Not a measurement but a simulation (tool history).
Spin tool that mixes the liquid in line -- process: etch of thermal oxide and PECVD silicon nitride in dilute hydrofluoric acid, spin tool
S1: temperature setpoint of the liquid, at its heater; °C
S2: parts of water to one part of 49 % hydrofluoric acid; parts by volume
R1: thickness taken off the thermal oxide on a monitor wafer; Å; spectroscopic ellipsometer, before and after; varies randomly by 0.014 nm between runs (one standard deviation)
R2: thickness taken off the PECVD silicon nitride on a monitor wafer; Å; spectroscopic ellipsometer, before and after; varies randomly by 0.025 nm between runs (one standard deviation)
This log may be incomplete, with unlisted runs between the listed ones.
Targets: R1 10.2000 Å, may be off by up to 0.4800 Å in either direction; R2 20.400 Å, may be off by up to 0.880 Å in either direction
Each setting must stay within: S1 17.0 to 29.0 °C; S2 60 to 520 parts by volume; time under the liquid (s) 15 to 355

Run 1, hour 0.0: S1 21.0 °C, S2 290 parts by volume, time under the liquid (s) 180. Result: R1 19.6990 Å, R2 28.917 Å.
Run 2, hour 6.6: S1 21.0 °C, S2 375 parts by volume, time under the liquid (s) 180. Result: R1 13.9560 Å, R2 22.678 Å.
Run 3, hour 12.7: S1 21.0 °C, S2 375 parts by volume, time under the liquid (s) 145. Result: R1 11.3100 Å, R2 18.157 Å.
Run 4, hour 16.6: S1 21.5 °C, S2 385 parts by volume, time under the liquid (s) 150. Result: R1 11.3730 Å, R2 18.792 Å.
Run 5, hour 20.0: S1 22.0 °C, S2 395 parts by volume, time under the liquid (s) 150. Result: R1 11.6210 Å, R2 18.867 Å.
Run 6, hour 20.6: S1 19.0 °C, S2 395 parts by volume, time under the liquid (s) 150. Result: R1 10.1550 Å, R2 15.895 Å.
Run 7, hour 22.0: S1 20.0 °C, S2 405 parts by volume, time under the liquid (s) 155. Result: R1 10.5930 Å, R2 16.816 Å.
Run 8, hour 26.0: S1 20.0 °C, S2 405 parts by volume, time under the liquid (s) 155. Result: R1 10.5820 Å, R2 16.914 Å.
Run 9, hour 27.8: S1 21.0 °C, S2 415 parts by volume, time under the liquid (s) 155. Result: R1 10.4880 Å, R2 17.321 Å.
Run 10, hour 33.5: S1 21.5 °C, S2 425 parts by volume, time under the liquid (s) 160. Result: R1 10.9220 Å, R2 18.280 Å.
Run 11, hour 39.0: S1 22.0 °C, S2 435 parts by volume, time under the liquid (s) 160. Result: R1 10.6980 Å, R2 18.617 Å.
Run 12, hour 45.3: S1 22.5 °C, S2 445 parts by volume, time under the liquid (s) 160. Result: R1 10.4120 Å, R2 18.493 Å.
Run 13, hour 54.3: S1 23.0 °C, S2 450 parts by volume, time under the liquid (s) 160. Result: R1 10.5960 Å, R2 19.188 Å.
Run 14, hour 58.6: S1 23.0 °C, S2 450 parts by volume, time under the liquid (s) 160. Result: R1 10.6850 Å, R2 18.462 Å.
Run 15, hour 65.4: S1 23.5 °C, S2 460 parts by volume, time under the liquid (s) 160. Result: R1 10.1890 Å, R2 19.335 Å.
Run 16, hour 67.3: S1 24.0 °C, S2 470 parts by volume, time under the liquid (s) 160. Result: R1 10.1060 Å, R2 18.976 Å.
Run 17, hour 74.3: S1 24.0 °C, S2 475 parts by volume, time under the liquid (s) 160. Result: R1 10.2140 Å, R2 18.953 Å.

5 next moves are on the table. One of them brings every result within its allowed miss. Which?
Run A, hour 81.3: S1 21.0 °C, S2 470 parts by volume, time under the liquid (s) 170. Result: R1 ?, R2 ?.
Run B, hour 81.3: S1 22.0 °C, S2 460 parts by volume, time under the liquid (s) 160. Result: R1 ?, R2 ?.
Run C, hour 81.3: S1 21.5 °C, S2 415 parts by volume, time under the liquid (s) 150. Result: R1 ?, R2 ?.
Run D, hour 81.3: S1 25.5 °C, S2 500 parts by volume, time under the liquid (s) 165. Result: R1 ?, R2 ?.
Run E, hour 81.3: S1 24.5 °C, S2 395 parts by volume, time under the liquid (s) 125. Result: R1 ?, R2 ?.

move       R1      R2
   A   9.8085  16.973
   B   9.8275  17.314
   C  10.4280  17.415
   D  10.0720  20.142
   E  10.2640  18.222
A: the biggest miss grows against the last run
B: the biggest miss grows against the last run
C: the biggest miss grows against the last run
D: every result within its allowed miss
E: the biggest miss grows against the last run
So the answer is move D, the one that meets all the targets.

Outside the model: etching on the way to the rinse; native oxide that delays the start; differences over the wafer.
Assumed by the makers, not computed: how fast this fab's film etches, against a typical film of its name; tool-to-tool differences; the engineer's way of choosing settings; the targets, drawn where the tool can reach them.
